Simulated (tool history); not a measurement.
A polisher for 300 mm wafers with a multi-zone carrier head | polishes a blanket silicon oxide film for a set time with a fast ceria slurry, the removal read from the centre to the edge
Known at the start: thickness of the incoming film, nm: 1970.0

run,hour,flow of slurry (ml/min),pressure of the head's centre zone,pressure of the head's middle zone,pressure of the head's edge zone,polishing time (s),film removed at the wafer's centre (Å),film removed at mid-radius (Å),film removed at the wafer's edge (Å)
1,0.0,315,1.00,1.00,1.00,55,6626.0,6115.1,6217.6
2,5.1,315,1.03,1.00,1.00,55,6771.5,5985.1,6143.2
3,11.4,315,1.03,1.00,1.00,68,8331.9,7596.3,7438.1
4,17.8,315,0.99,1.00,1.00,68,8107.4,7461.5,7467.8
5,19.9,315,0.98,1.00,1.00,68,8101.6,7498.8,7494.8
6,24.7,385,0.98,1.00,1.00,68,8139.3,7682.3,7526.7

Run 7 comes next. What will it give?
7,28.1,385,0.97,1.00,1.00,68,?,?,?

Run 7 gave film removed at the wafer's centre (Å) 8108.2, film removed at mid-radius (Å) 7719.1, film removed at the wafer's edge (Å) 7633.7.
